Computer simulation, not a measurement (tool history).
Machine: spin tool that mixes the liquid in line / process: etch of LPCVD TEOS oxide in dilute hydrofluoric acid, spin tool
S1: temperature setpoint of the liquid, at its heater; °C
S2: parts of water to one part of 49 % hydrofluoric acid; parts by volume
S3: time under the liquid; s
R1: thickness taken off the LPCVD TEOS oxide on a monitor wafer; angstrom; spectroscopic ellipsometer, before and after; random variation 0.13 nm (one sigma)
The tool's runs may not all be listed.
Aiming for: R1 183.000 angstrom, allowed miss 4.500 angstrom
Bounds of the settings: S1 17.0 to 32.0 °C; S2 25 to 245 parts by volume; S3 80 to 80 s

| run | hour | S1 | S2 | S3 | R1 |
|---|---|---|---|---|---|
| 1 | 0.0 | 24.0 | 135 | 80 | 97.376 |
| 2 | 6.2 | 24.0 | 170 | 80 | 74.004 |
| 3 | 14.0 | 26.5 | 145 | 80 | 99.689 |
| 4 | 22.1 | 26.5 | 110 | 80 | 134.610 |
| 5 | 24.9 | 28.0 | 105 | 80 | 150.140 |
| 6 | 30.0 | 28.0 | 130 | 80 | 117.210 |
|  | 36.5 | thermometer replaced |
| 7 | 36.5 | 32.0 | 90 | 80 | 197.810 |
| 8 | 40.5 | 31.5 | 90 | 80 | 193.670 |

Exactly one of the 5 candidate moves below puts every result within its allowed miss. Which one?
| A | 44.5 | 31.0 | 90 | 80 | ? |
| B | 44.5 | 32.0 | 90 | 80 | ? |
| C | 44.5 | 31.5 | 100 | 80 | ? |
| D | 44.5 | 32.0 | 100 | 80 | ? |
| E | 44.5 | 31.5 | 95 | 80 | ? |

| move | R1 |
|---|---|
| A | 189.670 |
| B | 196.880 |
| C | 171.370 |
| D | 174.560 |
| E | 181.720 |
A: better than the last run, though not everything is in spec
B: further off than the last run
C: the result that was furthest off in the last run now lies on the other side of its target
D: the result that was furthest off in the last run now lies on the other side of its target
E: all results in spec
Correct choice: E, which meets every target
